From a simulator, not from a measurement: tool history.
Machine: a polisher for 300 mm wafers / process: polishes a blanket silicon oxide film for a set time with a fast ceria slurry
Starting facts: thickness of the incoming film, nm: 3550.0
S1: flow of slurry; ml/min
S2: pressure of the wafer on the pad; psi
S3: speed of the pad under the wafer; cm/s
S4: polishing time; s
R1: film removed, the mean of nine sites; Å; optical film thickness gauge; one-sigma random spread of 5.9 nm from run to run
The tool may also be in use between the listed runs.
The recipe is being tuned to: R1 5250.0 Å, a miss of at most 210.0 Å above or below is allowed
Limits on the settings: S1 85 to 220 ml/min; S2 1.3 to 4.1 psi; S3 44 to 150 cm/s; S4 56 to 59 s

| run | hour | S1 | S2 | S3 | S4 | R1 |
|---|---|---|---|---|---|---|
| 1 | 0.0 | 140 | 2.7 | 96 | 56 | 8076.5 |
| 2 | 3.3 | 135 | 2.4 | 96 | 56 | 7137.3 |
| 3 | 4.3 | 165 | 2.4 | 96 | 56 | 7590.9 |
| 4 | 5.2 | 165 | 2.4 | 110 | 56 | 8311.3 |
| 5 | 9.4 | 165 | 2.4 | 120 | 56 | 8797.0 |
| 6 | 14.8 | 165 | 2.4 | 120 | 59 | 9094.8 |
| 7 | 20.3 | 155 | 2.0 | 116 | 59 | 7630.8 |
| 8 | 24.1 | 145 | 1.8 | 114 | 59 | 6845.8 |
| 9 | 25.9 | 140 | 1.6 | 112 | 59 | 6030.8 |
| 10 | 26.8 | 115 | 1.3 | 112 | 59 | 4754.3 |

Next run, 5 choices. One meets every target within its allowed miss, the rest don't. Which?
| A | 27.7 | 125 | 1.3 | 100 | 57 | ? |
| B | 27.7 | 115 | 1.3 | 110 | 59 | ? |
| C | 27.7 | 115 | 1.4 | 108 | 57 | ? |
| D | 27.7 | 120 | 1.4 | 114 | 56 | ? |
| E | 27.7 | 130 | 1.6 | 102 | 57 | ? |

| move | R1 |
|---|---|
| A | 4229.7 |
| B | 4678.9 |
| C | 4774.6 |
| D | 4932.2 |
| E | 5256.8 |
A: lands further from the targets than the last run did
B: lands further from the targets than the last run did
C: roughly where the last run was
D: moves toward the targets from the last run without getting all of them in spec
E: hits every target within its allowed miss
Correct choice: E, which meets every target

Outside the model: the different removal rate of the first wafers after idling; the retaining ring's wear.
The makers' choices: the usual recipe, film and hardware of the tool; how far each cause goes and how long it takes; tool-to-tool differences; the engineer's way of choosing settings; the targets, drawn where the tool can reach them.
